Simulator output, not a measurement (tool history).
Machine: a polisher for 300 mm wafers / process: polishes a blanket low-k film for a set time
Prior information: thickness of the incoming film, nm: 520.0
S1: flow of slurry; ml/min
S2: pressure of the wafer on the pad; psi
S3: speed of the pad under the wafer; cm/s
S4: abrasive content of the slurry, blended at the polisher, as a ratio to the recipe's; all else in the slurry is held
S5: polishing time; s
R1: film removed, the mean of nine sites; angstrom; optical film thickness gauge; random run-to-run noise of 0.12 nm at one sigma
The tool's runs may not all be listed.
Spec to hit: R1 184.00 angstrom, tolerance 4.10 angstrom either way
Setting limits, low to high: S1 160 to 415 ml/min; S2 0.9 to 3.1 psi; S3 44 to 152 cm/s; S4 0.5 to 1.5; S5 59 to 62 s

run  hour   S1   S2  S3   S4  S5      R1
  1   0.0  265  2.0  98  1.0  59  274.79
  2   1.5  260  1.8  98  1.0  59  247.51
  3   2.9  255  1.7  98  1.0  59  238.28
  4   4.8  255  1.6  98  1.0  59  226.98
  5  11.7  255  2.1  98  1.0  59  287.49
  6  18.9  255  1.9  98  1.0  59  265.25
  7  19.5  255  1.7  98  1.0  59  237.99
  8  24.7  255  1.6  98  1.0  59  224.44
  9  30.0  255  1.5  98  1.0  59  213.14
 10  31.4  255  1.4  98  1.0  59  200.39

Consider the 4 candidate settings below. Which is the only one whose results all fall within their allowed miss of target?
  A  32.8  245  1.5  84  1.0  60   ?
  B  32.8  245  1.5  98  1.1  61   ?
  C  32.8  245  1.2  82  1.3  59   ?
  D  32.8  265  1.5  92  0.9  60   ?

move      R1
   A  194.26
   B  230.97
   C  180.73
   D  191.92
A: closes in on the targets versus the last run, not all within tolerance yet
B: the biggest miss grows against the last run
C: every result within its allowed miss
D: closes in on the targets versus the last run, not all within tolerance yet
So the answer is move C, the one that meets all the targets.
